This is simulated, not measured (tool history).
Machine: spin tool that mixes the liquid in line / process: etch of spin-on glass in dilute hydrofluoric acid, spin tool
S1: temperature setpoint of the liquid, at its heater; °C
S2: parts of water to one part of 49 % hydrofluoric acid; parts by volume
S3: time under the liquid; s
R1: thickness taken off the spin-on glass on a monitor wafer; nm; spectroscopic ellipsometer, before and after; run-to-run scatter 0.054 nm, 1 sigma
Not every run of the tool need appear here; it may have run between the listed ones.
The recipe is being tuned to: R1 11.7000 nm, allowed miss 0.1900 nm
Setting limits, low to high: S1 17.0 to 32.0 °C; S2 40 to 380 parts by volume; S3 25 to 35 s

Run 1, hour 0.0: S1 24.0 °C, S2 210 parts by volume, S3 35 s. Result: R1 5.5607 nm.
Run 2, hour 6.9: S1 21.0 °C, S2 210 parts by volume, S3 35 s. Result: R1 4.9578 nm.
Run 3, hour 15.4: S1 24.5 °C, S2 185 parts by volume, S3 35 s. Result: R1 6.6889 nm.
Run 4, hour 19.1: S1 21.5 °C, S2 185 parts by volume, S3 35 s. Result: R1 5.9198 nm.
Run 5, hour 22.5: S1 21.5 °C, S2 185 parts by volume, S3 25 s. Result: R1 4.2288 nm.
Run 6, hour 27.8: S1 23.5 °C, S2 185 parts by volume, S3 25 s. Result: R1 4.5730 nm.
Run 7, hour 34.5: S1 26.0 °C, S2 145 parts by volume, S3 25 s. Result: R1 6.7307 nm.
Run 8, hour 42.9: S1 28.0 °C, S2 130 parts by volume, S3 25 s. Result: R1 8.1674 nm.
Run 9, hour 49.7: S1 29.0 °C, S2 120 parts by volume, S3 25 s. Result: R1 9.4246 nm.
Run 10, hour 52.0: S1 30.0 °C, S2 115 parts by volume, S3 25 s. Result: R1 10.2640 nm.
Run 11, hour 53.4: S1 30.5 °C, S2 115 parts by volume, S3 25 s. Result: R1 10.3540 nm.
Run 12, hour 60.7: S1 31.0 °C, S2 110 parts by volume, S3 25 s. Result: R1 11.2690 nm.

Pick the move, out of 4, that brings all results within their allowed miss; only one does.
Run A, hour 68.0: S1 31.0 °C, S2 115 parts by volume, S3 25 s. Result: R1 ?.
Run B, hour 68.0: S1 32.0 °C, S2 140 parts by volume, S3 35 s. Result: R1 ?.
Run C, hour 68.0: S1 32.0 °C, S2 145 parts by volume, S3 35 s. Result: R1 ?.
Run D, hour 68.0: S1 30.0 °C, S2 110 parts by volume, S3 25 s. Result: R1 ?.

move       R1
   A  10.6020
   B  12.1550
   C  11.6460
   D  10.7710
A: its largest miss is bigger than the last run's
B: takes the result that was furthest off past its target
C: in spec on every target
D: its largest miss is bigger than the last run's
Move C is the one to make.

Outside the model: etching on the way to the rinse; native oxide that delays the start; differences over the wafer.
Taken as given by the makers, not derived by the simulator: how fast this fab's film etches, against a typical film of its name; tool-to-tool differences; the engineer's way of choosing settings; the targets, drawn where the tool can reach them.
